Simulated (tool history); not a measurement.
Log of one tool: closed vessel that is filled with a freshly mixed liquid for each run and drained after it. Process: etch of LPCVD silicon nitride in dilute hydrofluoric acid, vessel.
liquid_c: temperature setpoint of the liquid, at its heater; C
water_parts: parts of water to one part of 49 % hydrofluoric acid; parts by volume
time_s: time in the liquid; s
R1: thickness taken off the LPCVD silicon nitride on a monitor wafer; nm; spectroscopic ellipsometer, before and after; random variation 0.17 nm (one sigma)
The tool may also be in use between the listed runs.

run 1 day=0 | liquid_c=21 water_parts=45 time_s=2900 | R1=27.294
run 2 day=0.221 | liquid_c=21.5 water_parts=45 time_s=2900 | R1=28.253
run 3 day=0.554 | liquid_c=21.5 water_parts=45 time_s=2900 | R1=28.198
run 4 day=0.729 | liquid_c=21.5 water_parts=45 time_s=3105 | R1=30.36
run 5 day=0.875 | liquid_c=21.5 water_parts=60 time_s=3105 | R1=22.814
run 6 day=1.212 | liquid_c=22.5 water_parts=60 time_s=3105 | R1=24.422
run 7 day=1.562 | liquid_c=23.5 water_parts=60 time_s=3105 | R1=26.055
run 8 day=1.817 | liquid_c=23.5 water_parts=60 time_s=3105 | R1=26.176
run 9 day=1.983 | liquid_c=24 water_parts=60 time_s=3105 | R1=27.112
run 10 day=2.212 | liquid_c=24.5 water_parts=60 time_s=3105 | R1=27.91
-- day=2.321 hydrofluoric acid flow meter replaced
run 11 day=2.321 | liquid_c=25 water_parts=60 time_s=3105 | R1=27.1
run 12 day=2.638 | liquid_c=26 water_parts=60 time_s=3105 | R1=28.378

Forecast run 13:
run 13 day=3.025 | liquid_c=29 water_parts=60 time_s=3105 | R1=?

{"run 13": {"R1": 34.981}}
